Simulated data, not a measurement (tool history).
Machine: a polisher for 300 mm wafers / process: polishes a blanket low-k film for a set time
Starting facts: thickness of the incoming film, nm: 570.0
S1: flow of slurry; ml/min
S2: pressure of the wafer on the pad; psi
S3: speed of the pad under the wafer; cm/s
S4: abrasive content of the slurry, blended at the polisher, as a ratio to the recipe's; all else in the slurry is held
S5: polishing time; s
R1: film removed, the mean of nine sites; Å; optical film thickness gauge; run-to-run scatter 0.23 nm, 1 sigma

run,hour,S1,S2,S3,S4,S5,R1
1,0,185,1.6,116,1,95,313.18
2,4.5,185,1.4,116,1,95,268.89
3,11.8,185,1.8,116,1,95,353.86
4,17.2,160,1.8,116,1,95,346.73
5,19.7,160,2.1,116,1,95,401.98
6,27,160,2.1,100,1,95,374.66
7,35.4,155,1.8,98,1,95,311.93
8,40.5,155,1.6,96,1,95,273.87
9,44.4,155,1.4,94,1,95,240.82
10,47,150,1.1,92,1,95,186.08
11,55.6,155,1.1,92,1,95,189.68

What will run 12 give?
12,57.3,160,1.1,92,1,95,?

Run 12 gave R1 189.78 Å.

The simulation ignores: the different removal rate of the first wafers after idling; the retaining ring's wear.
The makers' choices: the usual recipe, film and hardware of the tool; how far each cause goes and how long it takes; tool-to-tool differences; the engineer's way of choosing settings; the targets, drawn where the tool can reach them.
